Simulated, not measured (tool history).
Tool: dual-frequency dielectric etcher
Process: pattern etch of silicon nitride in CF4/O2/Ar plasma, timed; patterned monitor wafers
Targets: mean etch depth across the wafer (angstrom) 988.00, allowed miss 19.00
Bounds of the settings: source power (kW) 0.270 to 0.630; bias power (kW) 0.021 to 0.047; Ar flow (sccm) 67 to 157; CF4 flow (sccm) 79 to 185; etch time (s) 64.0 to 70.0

run    day  source power (kW)  bias power (kW)  Ar flow (sccm)  CF4 flow (sccm)  etch time (s)  mean etch depth across the wafer (angstrom)
  1  0.000              0.450            0.034             112              132           70.0                                      1122.50
  2  0.154              0.440            0.034             112              132           70.0                                      1088.70
  3  0.483              0.440            0.034             112              146           70.0                                      1109.20
  4  0.625              0.430            0.034             112              146           70.0                                      1073.20
  5  0.954              0.480            0.034             112              146           70.0                                      1209.20
  6  1.096              0.480            0.040             112              146           70.0                                      1274.30
  7  1.446              0.460            0.040             112              146           70.0                                      1213.80
  8  1.596              0.440            0.040             112              146           70.0                                      1166.10
  9  1.879              0.430            0.040             112              146           70.0                                      1140.90
     2.225  -- wet clean of the chamber
 10  2.225              0.350            0.039             112              146           70.0                                       894.25

Which of these 4 next moves meets every target?
  A  2.571              0.380            0.034             112              159           70.0                                            ?
  B  2.571              0.390            0.042             126              136           70.0                                            ?
  C  2.571              0.370            0.040              98              131           70.0                                            ?
  D  2.571              0.400            0.045             114              141           69.5                                            ?

move  mean etch depth across the wafer (angstrom)
   A                                       938.43
   B                                      1004.30
   C                                       959.34
   D                                      1066.40
A: nearer than the last run, and not there yet
B: meets every target
C: nearer than the last run, and not there yet
D: takes the result that was furthest off past its target
The right move is B.
